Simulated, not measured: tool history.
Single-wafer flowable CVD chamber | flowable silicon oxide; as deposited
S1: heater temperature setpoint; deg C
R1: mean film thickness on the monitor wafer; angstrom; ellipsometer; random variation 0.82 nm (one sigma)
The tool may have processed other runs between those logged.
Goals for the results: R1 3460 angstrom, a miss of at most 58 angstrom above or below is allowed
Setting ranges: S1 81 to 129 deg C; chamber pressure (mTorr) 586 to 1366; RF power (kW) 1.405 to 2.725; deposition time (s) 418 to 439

Run 1, hour 0: S1 105 deg C, chamber pressure (mTorr) 976, RF power (kW) 2.065, deposition time (s) 439. Result: R1 2830.2 angstrom.
Run 2, hour 4.7: S1 105 deg C, chamber pressure (mTorr) 1138, RF power (kW) 2.065, deposition time (s) 439. Result: R1 3277.6 angstrom.
Run 3, hour 13.2: S1 96 deg C, chamber pressure (mTorr) 1138, RF power (kW) 2.065, deposition time (s) 439. Result: R1 4486 angstrom.
Run 4, hour 22: S1 96 deg C, chamber pressure (mTorr) 1138, RF power (kW) 2.065, deposition time (s) 418. Result: R1 4287 angstrom.
Run 5, hour 27.2: S1 106 deg C, chamber pressure (mTorr) 1138, RF power (kW) 2.065, deposition time (s) 418. Result: R1 3012.4 angstrom.
Run 6, hour 33.6: S1 106 deg C, chamber pressure (mTorr) 1008, RF power (kW) 2.065, deposition time (s) 418. Result: R1 2682.6 angstrom.
Run 7, hour 37.4: S1 104 deg C, chamber pressure (mTorr) 1008, RF power (kW) 2.065, deposition time (s) 418. Result: R1 2893.9 angstrom.
Run 8, hour 43.9: S1 102 deg C, chamber pressure (mTorr) 1008, RF power (kW) 2.065, deposition time (s) 418. Result: R1 3106.1 angstrom.
Run 9, hour 50: S1 101 deg C, chamber pressure (mTorr) 1008, RF power (kW) 2.065, deposition time (s) 418. Result: R1 3214.1 angstrom.
Run 10, hour 52.1: S1 98 deg C, chamber pressure (mTorr) 1008, RF power (kW) 2.065, deposition time (s) 418. Result: R1 3573.8 angstrom.

4 candidate next runs follow, results not yet known. Just one meets every target within its allowed miss. Identify it.
Run A, hour 54.2: S1 97 deg C, chamber pressure (mTorr) 926, RF power (kW) 2.195, deposition time (s) 421. Result: R1 ?.
Run B, hour 54.2: S1 99 deg C, chamber pressure (mTorr) 950, RF power (kW) 2.245, deposition time (s) 418. Result: R1 ?.
Run C, hour 54.2: S1 98 deg C, chamber pressure (mTorr) 952, RF power (kW) 1.975, deposition time (s) 420. Result: R1 ?.
Run D, hour 54.2: S1 102 deg C, chamber pressure (mTorr) 1076, RF power (kW) 2.065, deposition time (s) 418. Result: R1 ?.

move      R1
   A  3474.5
   B  3311.4
   C  3365.6
   D    3308
A: each result inside its tolerance
B: moves the result that the last run missed by most past its target, out the other side
C: moves the result that the last run missed by most past its target, out the other side
D: moves the result that the last run missed by most past its target, out the other side
Answer: A

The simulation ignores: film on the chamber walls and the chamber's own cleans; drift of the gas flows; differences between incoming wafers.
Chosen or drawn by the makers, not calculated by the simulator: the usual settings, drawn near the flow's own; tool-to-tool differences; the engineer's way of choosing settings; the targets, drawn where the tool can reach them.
